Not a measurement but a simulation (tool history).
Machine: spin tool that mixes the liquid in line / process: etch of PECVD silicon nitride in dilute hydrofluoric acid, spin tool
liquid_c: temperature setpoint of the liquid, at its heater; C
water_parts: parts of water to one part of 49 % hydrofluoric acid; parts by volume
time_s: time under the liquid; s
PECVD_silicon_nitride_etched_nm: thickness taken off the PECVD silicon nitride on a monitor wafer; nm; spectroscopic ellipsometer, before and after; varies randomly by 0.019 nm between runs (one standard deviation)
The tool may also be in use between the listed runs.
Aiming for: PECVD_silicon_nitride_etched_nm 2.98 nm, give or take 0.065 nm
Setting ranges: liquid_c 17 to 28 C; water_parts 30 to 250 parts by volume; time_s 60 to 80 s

run	hour	liquid_c	water_parts	time_s	PECVD_silicon_nitride_etched_nm
1	0	20	140	80	2.5182
2	6.3	20	105	80	3.3364
3	13.4	19.5	105	80	3.1883
4	14.6	17	105	80	2.7192
5	19.2	17	75	80	3.7727
6	22.5	17	75	80	3.7736
7	29.2	17	80	80	3.5154
8	37.4	17	85	80	3.3097
9	40	17	90	80	3.1316

Pick the move, out of 4, that brings all results within their allowed miss; only one does.
A	42.6	17	70	60	?
B	42.6	17	85	80	?
C	42.6	17.5	90	80	?
D	42.6	19.5	95	75	?

move	PECVD_silicon_nitride_etched_nm
A	2.9941
B	3.3071
C	3.2401
D	3.3092
A: all results in spec
B: moves away from the targets compared with the last run
C: moves away from the targets compared with the last run
D: moves away from the targets compared with the last run
The move that meets every target is A.
